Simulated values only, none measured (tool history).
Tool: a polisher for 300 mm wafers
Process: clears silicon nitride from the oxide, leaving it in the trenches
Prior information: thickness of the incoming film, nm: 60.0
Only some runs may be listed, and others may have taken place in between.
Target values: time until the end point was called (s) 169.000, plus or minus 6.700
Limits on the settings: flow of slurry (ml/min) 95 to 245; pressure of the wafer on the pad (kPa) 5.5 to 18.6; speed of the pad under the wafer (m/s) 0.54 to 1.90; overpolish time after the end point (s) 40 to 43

run  hour  flow of slurry (ml/min)  pressure of the wafer on the pad (kPa)  speed of the pad under the wafer (m/s)  overpolish time after the end point (s)  time until the end point was called (s)
  1   0.0                      155                                    11.7                                    1.22                                       40                                   97.079
  2   3.7                      155                                    10.3                                    1.22                                       40                                  109.250
  3   9.3                      155                                    11.7                                    1.22                                       40                                   96.852
  4  13.2                      155                                    10.3                                    1.22                                       40                                  109.220
  5  21.2                      155                                     9.7                                    1.22                                       40                                  115.910
  6  22.6                      155                                     9.7                                    0.96                                       40                                  146.620
  7  26.3                      150                                     9.0                                    0.96                                       40                                  162.010
  8  30.7                      145                                     9.0                                    0.96                                       40                                  159.490
  9  33.7                      140                                     9.0                                    0.96                                       40                                  158.850

Which single option among these 4 for the next run brings every result within its allowed miss of target? Just one does.
  A  36.7                      120                                    13.1                                    0.74                                       40                                        ?
  B  36.7                      110                                     9.7                                    0.96                                       40                                        ?
  C  36.7                      125                                     9.7                                    0.86                                       43                                        ?
  D  36.7                      135                                     9.7                                    0.98                                       40                                        ?

move  time until the end point was called (s)
   A                                  147.640
   B                                  156.660
   C                                  170.950
   D                                  149.190
A: the biggest miss grows against the last run
B: the biggest miss grows against the last run
C: in spec on every target
D: the biggest miss grows against the last run
So the answer is move C, the one that meets all the targets.
